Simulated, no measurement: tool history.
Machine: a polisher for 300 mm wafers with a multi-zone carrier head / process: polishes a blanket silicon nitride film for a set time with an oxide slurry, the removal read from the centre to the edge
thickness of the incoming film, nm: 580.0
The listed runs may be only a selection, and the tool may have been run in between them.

run	hour	flow of slurry (ml/min)	pressure of the head's centre zone	pressure of the head's middle zone	pressure of the head's edge zone	abrasive content of the slurry	polishing time (s)	film removed at the wafer's centre (Å)	film removed at mid-radius (Å)	film removed at the wafer's edge (Å)
1	0	150	1	1	1	1	89	695.99	699.38	704.91
2	5.5	150	1	1	1	1	77	607.2	603.5	602.97
3	9.8	180	1	1	1	1	77	625.58	623.47	631.29
4	10.4	175	1.02	1	0.97	1	77	637.24	630.59	625.91
5	11.2	175	1.05	1	0.97	1	77	645.27	626.03	612.15
6	17.7	175	1.05	1	0.97	1	98	834.64	801.01	777.35
7	24.6	160	1.06	0.99	0.94	0.9	98	764.49	712.63	717.22

For run 8, what comes out?
8	33.6	150	1.08	1.01	0.91	0.85	98	?	?	?

{"run 8": {"film removed at the wafer's centre (Å)": 738.87, "film removed at mid-radius (Å)": 695.28, "film removed at the wafer's edge (Å)": 655.33}}
